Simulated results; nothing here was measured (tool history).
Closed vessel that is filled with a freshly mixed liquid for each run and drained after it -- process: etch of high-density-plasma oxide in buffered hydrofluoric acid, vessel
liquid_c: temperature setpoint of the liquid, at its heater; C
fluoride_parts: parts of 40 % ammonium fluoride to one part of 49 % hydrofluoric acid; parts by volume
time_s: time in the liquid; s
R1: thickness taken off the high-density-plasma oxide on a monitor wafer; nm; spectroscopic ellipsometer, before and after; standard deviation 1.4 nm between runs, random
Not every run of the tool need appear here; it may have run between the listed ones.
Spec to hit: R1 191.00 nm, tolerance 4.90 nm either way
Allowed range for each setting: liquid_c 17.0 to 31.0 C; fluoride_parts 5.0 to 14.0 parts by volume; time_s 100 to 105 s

Run 1, day 0.000: liquid_c 23.0 C, fluoride_parts 8.5 parts by volume, time_s 100 s. Result: R1 152.56 nm.
Run 2, day 0.200: liquid_c 23.5 C, fluoride_parts 8.5 parts by volume, time_s 100 s. Result: R1 158.95 nm.
Run 3, day 0.375: liquid_c 23.5 C, fluoride_parts 10.5 parts by volume, time_s 100 s. Result: R1 133.12 nm.
Run 4, day 0.654: liquid_c 24.0 C, fluoride_parts 10.5 parts by volume, time_s 100 s. Result: R1 137.50 nm.
Run 5, day 1.012: liquid_c 24.0 C, fluoride_parts 10.5 parts by volume, time_s 105 s. Result: R1 143.33 nm.
Run 6, day 1.317: liquid_c 24.0 C, fluoride_parts 10.5 parts by volume, time_s 100 s. Result: R1 137.05 nm.
Run 7, day 1.671: liquid_c 24.5 C, fluoride_parts 10.5 parts by volume, time_s 100 s. Result: R1 142.05 nm.
Run 8, day 2.004: liquid_c 24.5 C, fluoride_parts 10.5 parts by volume, time_s 100 s. Result: R1 139.87 nm.
Run 9, day 2.288: liquid_c 25.0 C, fluoride_parts 10.5 parts by volume, time_s 100 s. Result: R1 145.10 nm.
Run 10, day 2.671: liquid_c 25.0 C, fluoride_parts 10.5 parts by volume, time_s 100 s. Result: R1 144.17 nm.
Run 11, day 2.996: liquid_c 25.5 C, fluoride_parts 10.5 parts by volume, time_s 100 s. Result: R1 147.13 nm.
Run 12, day 3.229: liquid_c 26.0 C, fluoride_parts 10.5 parts by volume, time_s 100 s. Result: R1 150.19 nm.
Run 13, day 3.488: liquid_c 26.5 C, fluoride_parts 10.5 parts by volume, time_s 100 s. Result: R1 155.51 nm.
Run 14, day 3.692: liquid_c 27.0 C, fluoride_parts 10.5 parts by volume, time_s 100 s. Result: R1 157.99 nm.
Run 15, day 4.054: liquid_c 27.5 C, fluoride_parts 10.5 parts by volume, time_s 100 s. Result: R1 164.91 nm.
Run 16, day 4.121: liquid_c 28.0 C, fluoride_parts 10.5 parts by volume, time_s 100 s. Result: R1 169.32 nm.
Run 17, day 4.171: liquid_c 29.5 C, fluoride_parts 10.5 parts by volume, time_s 100 s. Result: R1 181.85 nm.

4 next moves are on the table. One of them brings every result within its allowed miss. Which?
Run A, day 4.221: liquid_c 30.0 C, fluoride_parts 9.5 parts by volume, time_s 100 s. Result: R1 ?.
Run B, day 4.221: liquid_c 30.5 C, fluoride_parts 10.5 parts by volume, time_s 105 s. Result: R1 ?.
Run C, day 4.221: liquid_c 31.0 C, fluoride_parts 12.0 parts by volume, time_s 105 s. Result: R1 ?.
Run D, day 4.221: liquid_c 29.5 C, fluoride_parts 10.5 parts by volume, time_s 105 s. Result: R1 ?.

move      R1
   A  200.92
   B  199.92
   C  180.14
   D  189.85
A: moves the result that the last run missed by most past its target, out the other side
B: moves the result that the last run missed by most past its target, out the other side
C: lands further from the targets than the last run did
D: meets every target
Move D is the one to make.
